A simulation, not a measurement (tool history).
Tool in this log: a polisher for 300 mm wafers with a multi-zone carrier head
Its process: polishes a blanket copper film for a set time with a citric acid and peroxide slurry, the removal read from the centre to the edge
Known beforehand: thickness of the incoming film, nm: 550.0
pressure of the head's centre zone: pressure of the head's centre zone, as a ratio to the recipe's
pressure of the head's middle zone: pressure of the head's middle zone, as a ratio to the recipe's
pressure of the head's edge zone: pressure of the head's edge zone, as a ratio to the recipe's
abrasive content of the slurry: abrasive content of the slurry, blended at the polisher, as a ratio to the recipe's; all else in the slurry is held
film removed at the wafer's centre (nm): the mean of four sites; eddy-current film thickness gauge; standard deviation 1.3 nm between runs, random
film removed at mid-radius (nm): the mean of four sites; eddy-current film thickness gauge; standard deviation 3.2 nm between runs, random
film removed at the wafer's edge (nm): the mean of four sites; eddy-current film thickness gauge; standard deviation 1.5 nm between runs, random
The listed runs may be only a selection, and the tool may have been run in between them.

run,hour,flow of slurry (ml/min),pressure of the head's centre zone,pressure of the head's middle zone,pressure of the head's edge zone,abrasive content of the slurry,polishing time (s),film removed at the wafer's centre (nm),film removed at mid-radius (nm),film removed at the wafer's edge (nm)
1,0,170,1,1,1,1,75,157.18,160.84,152.28
2,0.7,175,1.01,1.01,1.02,1.05,76,166.15,163.77,159.59
3,1.4,180,1.01,1.03,1.02,1.1,77,170.71,173.25,164.69
4,5.5,185,1.02,1.05,1.03,1.15,77,174.04,177.6,167.12
5,10.7,190,1.03,1.06,1.04,1.2,77,179.63,180.11,169.61
6,17.9,190,1.11,1.06,1.04,1.2,77,193.29,177,170.62
7,18.7,195,1.11,1.07,1.05,1.25,77,195.16,188.28,175.01
8,27,200,1.11,1.08,1.06,1.3,77,198.42,192.78,177.93
9,35.8,205,1.11,1.08,1.07,1.3,77,199.73,187.78,179.96
10,43.3,205,1.11,1.09,1.08,1.3,77,201.87,192.26,180.74
11,49,210,1.11,1.1,1.09,1.3,77,201.71,192.95,180.81

Run 12, settings as shown, results not yet in. Your forecast:
12,55.9,210,1.11,1.11,1.1,1.3,77,?,?,?

Logged for run 12: film removed at the wafer's centre (nm) 199.4, film removed at mid-radius (nm) 196.16, film removed at the wafer's edge (nm) 180.75.
